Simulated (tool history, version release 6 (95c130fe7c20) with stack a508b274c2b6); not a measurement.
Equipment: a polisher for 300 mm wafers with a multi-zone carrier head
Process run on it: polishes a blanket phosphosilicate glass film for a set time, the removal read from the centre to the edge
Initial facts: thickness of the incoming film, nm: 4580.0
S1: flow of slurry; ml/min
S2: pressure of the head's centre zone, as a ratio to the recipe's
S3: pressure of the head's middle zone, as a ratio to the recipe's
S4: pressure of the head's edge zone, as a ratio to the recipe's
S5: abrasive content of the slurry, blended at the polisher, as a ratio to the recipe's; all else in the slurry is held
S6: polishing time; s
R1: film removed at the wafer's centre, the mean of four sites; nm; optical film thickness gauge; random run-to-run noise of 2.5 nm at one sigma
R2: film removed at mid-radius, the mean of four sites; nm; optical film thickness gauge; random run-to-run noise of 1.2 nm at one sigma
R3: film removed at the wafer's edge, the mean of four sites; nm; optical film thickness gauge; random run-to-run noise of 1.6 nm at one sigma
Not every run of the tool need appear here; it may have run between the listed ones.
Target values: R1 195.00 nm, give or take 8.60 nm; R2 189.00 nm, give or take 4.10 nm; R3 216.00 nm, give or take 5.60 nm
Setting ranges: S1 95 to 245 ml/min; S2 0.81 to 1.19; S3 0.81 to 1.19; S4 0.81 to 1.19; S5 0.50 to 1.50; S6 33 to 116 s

Run 1, hour 0.0: S1 155 ml/min, S2 1.00, S3 1.00, S4 1.00, S5 1.00, S6 74 s. Result: R1 396.62 nm, R2 400.27 nm, R3 399.85 nm.
Run 2, hour 2.7: S1 145 ml/min, S2 0.98, S3 0.96, S4 0.98, S5 0.85, S6 68 s. Result: R1 326.70 nm, R2 323.65 nm, R3 332.08 nm.
Run 3, hour 6.8: S1 135 ml/min, S2 0.95, S3 0.92, S4 0.97, S5 0.75, S6 65 s. Result: R1 274.20 nm, R2 281.59 nm, R3 293.42 nm.
Run 4, hour 13.4: S1 135 ml/min, S2 0.95, S3 0.92, S4 0.89, S5 0.75, S6 65 s. Result: R1 276.61 nm, R2 280.35 nm, R3 279.84 nm.
Run 5, hour 21.2: S1 125 ml/min, S2 0.95, S3 0.89, S4 0.91, S5 0.70, S6 63 s. Result: R1 257.20 nm, R2 251.61 nm, R3 265.45 nm.
Run 6, hour 25.4: S1 125 ml/min, S2 0.95, S3 0.89, S4 0.84, S5 0.70, S6 63 s. Result: R1 252.33 nm, R2 255.92 nm, R3 255.60 nm.
Run 7, hour 30.5: S1 120 ml/min, S2 0.94, S3 0.87, S4 0.86, S5 0.65, S6 62 s. Result: R1 233.33 nm, R2 233.40 nm, R3 244.12 nm.
Run 8, hour 39.1: S1 115 ml/min, S2 0.94, S3 0.85, S4 0.86, S5 0.60, S6 62 s. Result: R1 222.59 nm, R2 217.58 nm, R3 231.22 nm.
Run 9, hour 43.9: S1 110 ml/min, S2 0.93, S3 0.84, S4 0.87, S5 0.60, S6 62 s. Result: R1 215.59 nm, R2 214.78 nm, R3 230.41 nm.
Run 10, hour 46.1: S1 105 ml/min, S2 0.93, S3 0.83, S4 0.88, S5 0.55, S6 62 s. Result: R1 205.23 nm, R2 199.45 nm, R3 217.71 nm.
Run 11, hour 53.9: S1 105 ml/min, S2 0.93, S3 0.82, S4 0.89, S5 0.55, S6 62 s. Result: R1 200.06 nm, R2 198.02 nm, R3 215.89 nm.
Run 12, hour 55.7: S1 105 ml/min, S2 0.93, S3 0.82, S4 0.91, S5 0.55, S6 62 s. Result: R1 199.81 nm, R2 197.98 nm, R3 219.38 nm.
Run 13, hour 63.8: S1 105 ml/min, S2 0.93, S3 0.82, S4 0.92, S5 0.55, S6 62 s. Result: R1 200.12 nm, R2 199.57 nm, R3 216.37 nm.
Run 14, hour 64.3: S1 100 ml/min, S2 0.94, S3 0.82, S4 0.98, S5 0.55, S6 62 s. Result: R1 205.37 nm, R2 196.64 nm, R3 224.29 nm.
Run 15, hour 68.7: S1 95 ml/min, S2 0.93, S3 0.81, S4 0.97, S5 0.55, S6 62 s. Result: R1 199.37 nm, R2 193.15 nm, R3 221.93 nm.

Which single option among these 5 for the next run brings every result within its allowed miss of target? Just one does.
Run A, hour 73.1: S1 105 ml/min, S2 0.94, S3 0.85, S4 0.95, S5 0.55, S6 60 s. Result: R1 ?, R2 ?, R3 ?.
Run B, hour 73.1: S1 135 ml/min, S2 0.96, S3 0.87, S4 0.92, S5 0.55, S6 57 s. Result: R1 ?, R2 ?, R3 ?.
Run C, hour 73.1: S1 95 ml/min, S2 0.84, S3 0.81, S4 0.96, S5 0.60, S6 60 s. Result: R1 ?, R2 ?, R3 ?.
Run D, hour 73.1: S1 115 ml/min, S2 0.85, S3 0.83, S4 0.92, S5 0.55, S6 62 s. Result: R1 ?, R2 ?, R3 ?.
Run E, hour 73.1: S1 135 ml/min, S2 0.93, S3 0.81, S4 0.99, S5 0.60, S6 54 s. Result: R1 ?, R2 ?, R3 ?.

move      R1      R2      R3
   A  198.50  195.95  217.82
   B  202.43  197.14  210.71
   C  183.38  197.89  228.41
   D  188.80  203.14  224.88
   E  196.37  189.53  217.48
A: gets the furthest-off result to its target, but another result is out of tolerance
B: gets the furthest-off result to its target, but another result is out of tolerance
C: moves away from the targets compared with the last run
D: moves away from the targets compared with the last run
E: each result inside its tolerance
E meets every target.

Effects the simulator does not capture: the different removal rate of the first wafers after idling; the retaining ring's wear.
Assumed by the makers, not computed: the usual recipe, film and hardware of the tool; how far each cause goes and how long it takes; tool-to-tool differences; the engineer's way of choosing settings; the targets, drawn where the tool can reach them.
